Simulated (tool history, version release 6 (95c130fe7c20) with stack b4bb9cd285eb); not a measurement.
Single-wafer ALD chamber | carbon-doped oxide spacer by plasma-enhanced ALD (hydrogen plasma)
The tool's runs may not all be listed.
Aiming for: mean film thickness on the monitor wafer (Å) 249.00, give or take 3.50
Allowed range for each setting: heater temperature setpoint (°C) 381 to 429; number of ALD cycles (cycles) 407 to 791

| run | hour | heater temperature setpoint (°C) | number of ALD cycles (cycles) | mean film thickness on the monitor wafer (Å) |
|---|---|---|---|---|
| 1 | 0.0 | 405 | 599 | 275.42 |
| 2 | 7.5 | 408 | 592 | 269.89 |
| 3 | 14.9 | 414 | 592 | 264.39 |
| 4 | 22.4 | 408 | 592 | 270.06 |
| 5 | 26.2 | 408 | 652 | 296.88 |
| 6 | 28.7 | 408 | 607 | 276.17 |
| 7 | 37.7 | 411 | 600 | 270.74 |
| 8 | 39.6 | 413 | 595 | 266.86 |
|  | 41.3 | thermocouple changed; heater temperature recalibrated |
| 9 | 41.3 | 413 | 595 | 261.23 |
| 10 | 44.3 | 414 | 595 | 259.94 |
| 11 | 46.8 | 415 | 595 | 259.59 |

Which single option among these 4 for the next run brings every result within its allowed miss of target? Just one does.
| A | 49.3 | 417 | 588 | ? |
| B | 49.3 | 421 | 583 | ? |
| C | 49.3 | 411 | 582 | ? |
| D | 49.3 | 406 | 579 | ? |

| move | mean film thickness on the monitor wafer (Å) |
|---|---|
| A | 253.98 |
| B | 248.23 |
| C | 256.78 |
| D | 259.92 |
A: moves toward the targets from the last run without getting all of them in spec
B: each result inside its tolerance
C: moves toward the targets from the last run without getting all of them in spec
D: roughly where the last run was
The move that meets every target is B.
